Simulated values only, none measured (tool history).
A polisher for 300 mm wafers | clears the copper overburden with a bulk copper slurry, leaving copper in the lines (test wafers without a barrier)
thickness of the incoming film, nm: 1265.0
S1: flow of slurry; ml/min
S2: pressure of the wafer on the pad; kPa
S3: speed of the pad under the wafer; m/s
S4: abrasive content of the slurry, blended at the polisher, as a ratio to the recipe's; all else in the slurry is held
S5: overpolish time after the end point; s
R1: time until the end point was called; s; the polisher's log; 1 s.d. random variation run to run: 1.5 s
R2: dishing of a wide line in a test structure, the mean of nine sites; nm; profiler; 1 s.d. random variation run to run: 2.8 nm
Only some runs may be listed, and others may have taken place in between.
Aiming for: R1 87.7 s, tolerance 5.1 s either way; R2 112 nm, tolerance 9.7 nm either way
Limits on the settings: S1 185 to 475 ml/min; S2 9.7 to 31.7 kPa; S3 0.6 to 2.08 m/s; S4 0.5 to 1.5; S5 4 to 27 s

run  hour   S1    S2    S3    S4  S5      R1      R2
  1     0  305  20.7  1.34     1  14  117.05  83.621
  2   4.2  305  20.7  1.34  1.15  14  114.69  84.111
  3   9.7  305  20.7  1.34  1.15  11  114.63  69.433
  4  18.6  305  24.8  1.34  1.15  11  94.487  84.501
  5  20.9  305  24.8   1.1  1.15  11  113.79  74.285
  6  24.3  305  24.8   1.1   1.1  11  115.13   70.24
  7  28.9  305  26.2   1.1   1.1  12  112.03  79.791
  8  34.2  305  26.9  1.12   1.1  12  108.41  82.566
  9  40.7  305  27.6  1.14   1.1  12  101.85  82.774
 10  44.3  305  27.6  1.14   1.1  12  100.09  86.089
 11  49.1  305  28.3  1.14   1.1  13   100.5  90.665
 12  55.5  305    29  1.14   1.1  13  96.023  93.743
 13  59.4  305  29.6  1.14   1.1  13   91.09  94.774
 14  63.4  305  29.6  1.14   1.1  14  95.441  104.01
 15  68.1  305  30.3  1.14   1.1  14  89.697  100.46

5 next moves are on the table. One of them brings every result within its allowed miss. Which?
  A  72.8  305  30.3   1.1  1.05  17   ?   ?
  B  72.8  400  31.7  1.12   1.1  17   ?   ?
  C  72.8  270  30.3  1.36   1.1  15   ?   ?
  D  72.8  355  31.7  1.02   0.8  13   ?   ?
  E  72.8  220  26.2  1.64   1.2  12   ?   ?

move      R1      R2
   A  95.525  109.97
   B   87.05   116.5
   C  77.524  115.11
   D  105.34  88.031
   E  74.087  101.92
A: brings the last run's worst result on target, with another outside its allowed miss
B: in spec on every target
C: brings the last run's worst result on target, with another outside its allowed miss
D: moves away from the targets compared with the last run
E: moves away from the targets compared with the last run
The right move is B.
